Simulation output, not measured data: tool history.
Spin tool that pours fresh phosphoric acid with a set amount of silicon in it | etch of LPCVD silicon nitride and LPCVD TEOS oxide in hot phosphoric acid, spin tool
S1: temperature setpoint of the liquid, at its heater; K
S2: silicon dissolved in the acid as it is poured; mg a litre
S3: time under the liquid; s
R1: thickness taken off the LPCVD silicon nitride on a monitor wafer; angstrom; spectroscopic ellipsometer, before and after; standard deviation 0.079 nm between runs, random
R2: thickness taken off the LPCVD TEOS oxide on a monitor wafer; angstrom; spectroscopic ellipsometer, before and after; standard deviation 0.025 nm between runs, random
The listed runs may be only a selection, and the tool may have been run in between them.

{"run": 1, "hour": 0.0, "S1": 436.15, "S2": 13, "S3": 180, "R1": 193.16, "R2": 9.6163}
{"run": 2, "hour": 5.4, "S1": 435.15, "S2": 10.5, "S3": 165, "R1": 168.72, "R2": 8.5107}
{"run": 3, "hour": 13.3, "S1": 435.15, "S2": 10.5, "S3": 105, "R1": 109.61, "R2": 5.4916}
{"run": 4, "hour": 20.8, "S1": 435.65, "S2": 10.5, "S3": 105, "R1": 110.17, "R2": 5.5903}
{"run": 5, "hour": 25.2, "S1": 435.65, "S2": 5.5, "S3": 105, "R1": 111.96, "R2": 6.0734}
{"run": 6, "hour": 27.3, "S1": 436.15, "S2": 6, "S3": 105, "R1": 112.69, "R2": 6.427}
{"run": 7, "hour": 31.1, "S1": 436.65, "S2": 7.5, "S3": 105, "R1": 112.9, "R2": 6.309}

Forecast run 8:
{"run": 8, "hour": 36.4, "S1": 437.15, "S2": 8.5, "S3": 105, "R1": "?", "R2": "?"}

{"run 8": {"R1": 115.52, "R2": 6.4872}}
